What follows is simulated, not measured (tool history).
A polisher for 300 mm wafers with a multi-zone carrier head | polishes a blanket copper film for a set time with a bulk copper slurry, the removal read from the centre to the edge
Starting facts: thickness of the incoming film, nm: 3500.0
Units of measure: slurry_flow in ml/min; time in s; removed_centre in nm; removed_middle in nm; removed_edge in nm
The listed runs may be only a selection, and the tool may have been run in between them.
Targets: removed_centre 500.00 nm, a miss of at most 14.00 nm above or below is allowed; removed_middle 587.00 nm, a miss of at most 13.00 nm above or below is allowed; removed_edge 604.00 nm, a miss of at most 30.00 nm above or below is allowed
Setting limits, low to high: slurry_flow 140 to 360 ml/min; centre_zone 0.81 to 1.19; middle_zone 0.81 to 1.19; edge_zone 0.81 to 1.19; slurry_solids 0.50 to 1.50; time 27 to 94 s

{"run": 1, "hour": 0.0, "slurry_flow": 230, "centre_zone": 1.0, "middle_zone": 1.0, "edge_zone": 1.0, "slurry_solids": 1.0, "time": 60, "removed_centre": 454.77, "removed_middle": 484.03, "removed_edge": 472.99}
{"run": 2, "hour": 2.8, "slurry_flow": 200, "centre_zone": 1.0, "middle_zone": 1.0, "edge_zone": 1.0, "slurry_solids": 1.0, "time": 60, "removed_centre": 447.79, "removed_middle": 467.24, "removed_edge": 476.51}
{"run": 3, "hour": 9.9, "slurry_flow": 195, "centre_zone": 0.99, "middle_zone": 1.03, "edge_zone": 1.05, "slurry_solids": 1.15, "time": 61, "removed_centre": 464.36, "removed_middle": 501.57, "removed_edge": 518.12}
{"run": 4, "hour": 11.6, "slurry_flow": 220, "centre_zone": 0.98, "middle_zone": 1.05, "edge_zone": 1.09, "slurry_solids": 1.25, "time": 61, "removed_centre": 481.83, "removed_middle": 529.46, "removed_edge": 537.83}
{"run": 5, "hour": 20.5, "slurry_flow": 220, "centre_zone": 0.98, "middle_zone": 1.12, "edge_zone": 1.09, "slurry_solids": 1.25, "time": 61, "removed_centre": 472.92, "removed_middle": 554.4, "removed_edge": 525.72}
{"run": 6, "hour": 21.1, "slurry_flow": 220, "centre_zone": 0.98, "middle_zone": 1.12, "edge_zone": 1.09, "slurry_solids": 1.1, "time": 61, "removed_centre": 462.26, "removed_middle": 535.84, "removed_edge": 521.74}
{"run": 7, "hour": 30.0, "slurry_flow": 225, "centre_zone": 0.97, "middle_zone": 1.12, "edge_zone": 1.12, "slurry_solids": 1.15, "time": 62, "removed_centre": 467.41, "removed_middle": 558.1, "removed_edge": 541.08}
{"run": 8, "hour": 35.3, "slurry_flow": 225, "centre_zone": 0.97, "middle_zone": 1.11, "edge_zone": 1.14, "slurry_solids": 1.2, "time": 63, "removed_centre": 484.65, "removed_middle": 565.25, "removed_edge": 550.74}

Below are 5 possible settings for the next run. Only one of them brings all results inside the allowed miss of their targets. Which is it?
{"run": "A", "hour": 40.6, "slurry_flow": 245, "centre_zone": 0.9, "middle_zone": 1.08, "edge_zone": 1.18, "slurry_solids": 1.25, "time": 64, "removed_centre": "?", "removed_middle": "?", "removed_edge": "?"}
{"run": "B", "hour": 40.6, "slurry_flow": 155, "centre_zone": 0.9, "middle_zone": 0.95, "edge_zone": 1.19, "slurry_solids": 1.15, "time": 79, "removed_centre": "?", "removed_middle": "?", "removed_edge": "?"}
{"run": "C", "hour": 40.6, "slurry_flow": 180, "centre_zone": 0.96, "middle_zone": 1.02, "edge_zone": 1.19, "slurry_solids": 1.3, "time": 67, "removed_centre": "?", "removed_middle": "?", "removed_edge": "?"}
{"run": "D", "hour": 40.6, "slurry_flow": 230, "centre_zone": 1.03, "middle_zone": 1.1, "edge_zone": 1.19, "slurry_solids": 1.35, "time": 64, "removed_centre": "?", "removed_middle": "?", "removed_edge": "?"}
{"run": "E", "hour": 40.6, "slurry_flow": 270, "centre_zone": 0.92, "middle_zone": 1.07, "edge_zone": 1.19, "slurry_solids": 1.15, "time": 67, "removed_centre": "?", "removed_middle": "?", "removed_edge": "?"}

move=A removed_centre=464.54 removed_middle=571.77 removed_edge=592.96
move=B removed_centre=520.67 removed_middle=583.99 removed_edge=687.24
move=C removed_centre=499.03 removed_middle=552.57 removed_edge=609.96
move=D removed_centre=537.01 removed_middle=585.58 removed_edge=602.42
move=E removed_centre=493.94 removed_middle=589.42 removed_edge=617.07
A: corrects the largest miss of the last run, while another result sits out of spec
B: carries the result that was furthest off beyond its target, to the other side
C: corrects the largest miss of the last run, while another result sits out of spec
D: corrects the largest miss of the last run, while another result sits out of spec
E: each result inside its tolerance
Answer: E
